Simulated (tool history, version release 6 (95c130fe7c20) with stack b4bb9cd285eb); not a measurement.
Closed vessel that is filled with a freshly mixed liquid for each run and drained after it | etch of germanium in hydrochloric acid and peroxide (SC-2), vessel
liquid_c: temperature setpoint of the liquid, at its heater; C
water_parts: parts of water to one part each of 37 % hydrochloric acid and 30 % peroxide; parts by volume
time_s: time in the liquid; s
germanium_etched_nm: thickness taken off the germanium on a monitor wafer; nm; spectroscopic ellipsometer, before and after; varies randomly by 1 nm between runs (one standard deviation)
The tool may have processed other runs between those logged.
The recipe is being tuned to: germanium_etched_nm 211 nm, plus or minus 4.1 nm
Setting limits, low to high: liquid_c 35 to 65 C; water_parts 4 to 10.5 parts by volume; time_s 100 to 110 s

run 1 day=0 | liquid_c=49 water_parts=5.5 time_s=100 | germanium_etched_nm=279.09
run 2 day=0.038 | liquid_c=49 water_parts=5.5 time_s=110 | germanium_etched_nm=306.68
run 3 day=0.2 | liquid_c=52.5 water_parts=5.5 time_s=110 | germanium_etched_nm=346.6
run 4 day=0.354 | liquid_c=50.5 water_parts=5.5 time_s=110 | germanium_etched_nm=320.9
run 5 day=0.529 | liquid_c=55 water_parts=5.5 time_s=110 | germanium_etched_nm=372.34
run 6 day=0.654 | liquid_c=53 water_parts=5.5 time_s=110 | germanium_etched_nm=348.72
run 7 day=0.708 | liquid_c=51 water_parts=5.5 time_s=110 | germanium_etched_nm=329.22
run 8 day=0.821 | liquid_c=49.5 water_parts=5.5 time_s=110 | germanium_etched_nm=312.24
run 9 day=1.058 | liquid_c=41.5 water_parts=5.5 time_s=110 | germanium_etched_nm=240.67
run 10 day=1.408 | liquid_c=41.5 water_parts=5.5 time_s=110 | germanium_etched_nm=242.03
run 11 day=1.492 | liquid_c=41 water_parts=5.5 time_s=110 | germanium_etched_nm=238.68
run 12 day=1.658 | liquid_c=40.5 water_parts=5.5 time_s=110 | germanium_etched_nm=233.86
run 13 day=1.888 | liquid_c=40 water_parts=5.5 time_s=110 | germanium_etched_nm=229.22
run 14 day=1.992 | liquid_c=39.5 water_parts=5.5 time_s=110 | germanium_etched_nm=223.89
run 15 day=2.325 | liquid_c=38.5 water_parts=5.5 time_s=110 | germanium_etched_nm=216.56

Which single option among these 5 for the next run brings every result within its allowed miss of target? Just one does.
run A day=2.658 | liquid_c=40.5 water_parts=8 time_s=105 | germanium_etched_nm=?
run B day=2.658 | liquid_c=41.5 water_parts=5 time_s=100 | germanium_etched_nm=?
run C day=2.658 | liquid_c=38 water_parts=6 time_s=110 | germanium_etched_nm=?
run D day=2.658 | liquid_c=38 water_parts=5.5 time_s=105 | germanium_etched_nm=?
run E day=2.658 | liquid_c=40.5 water_parts=7 time_s=105 | germanium_etched_nm=?

move=A germanium_etched_nm=218.86
move=B germanium_etched_nm=219.35
move=C germanium_etched_nm=213.01
move=D germanium_etched_nm=203.77
move=E germanium_etched_nm=220.34
A: the biggest miss grows against the last run
B: the biggest miss grows against the last run
C: each result inside its tolerance
D: carries the result that was furthest off beyond its target, to the other side
E: the biggest miss grows against the last run
Go with C: it meets all targets.
